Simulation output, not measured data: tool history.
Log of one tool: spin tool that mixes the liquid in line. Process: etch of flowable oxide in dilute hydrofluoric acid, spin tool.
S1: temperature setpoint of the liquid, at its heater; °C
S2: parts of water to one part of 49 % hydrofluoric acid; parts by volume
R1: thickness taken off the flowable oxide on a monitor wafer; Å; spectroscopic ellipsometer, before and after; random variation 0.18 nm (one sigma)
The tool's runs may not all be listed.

run 1 hour=0 | S1=25 S2=195 time_under_the_liquid_(s)=290 | R1=568.31
run 2 hour=3 | S1=25 S2=155 time_under_the_liquid_(s)=290 | R1=757.4
run 3 hour=7.8 | S1=23 S2=170 time_under_the_liquid_(s)=290 | R1=633.64
run 4 hour=11.2 | S1=23 S2=170 time_under_the_liquid_(s)=290 | R1=631.86
run 5 hour=15.6 | S1=23 S2=170 time_under_the_liquid_(s)=290 | R1=626.4
run 6 hour=22.3 | S1=21.5 S2=180 time_under_the_liquid_(s)=290 | R1=554.98
run 7 hour=27.3 | S1=20.5 S2=190 time_under_the_liquid_(s)=290 | R1=500.64
run 8 hour=30.2 | S1=19.5 S2=195 time_under_the_liquid_(s)=290 | R1=469.08

Run 9 comes next. What will it give?
run 9 hour=37.8 | S1=17 S2=220 time_under_the_liquid_(s)=290 | R1=?

Run 9 gave R1 367.24 Å.

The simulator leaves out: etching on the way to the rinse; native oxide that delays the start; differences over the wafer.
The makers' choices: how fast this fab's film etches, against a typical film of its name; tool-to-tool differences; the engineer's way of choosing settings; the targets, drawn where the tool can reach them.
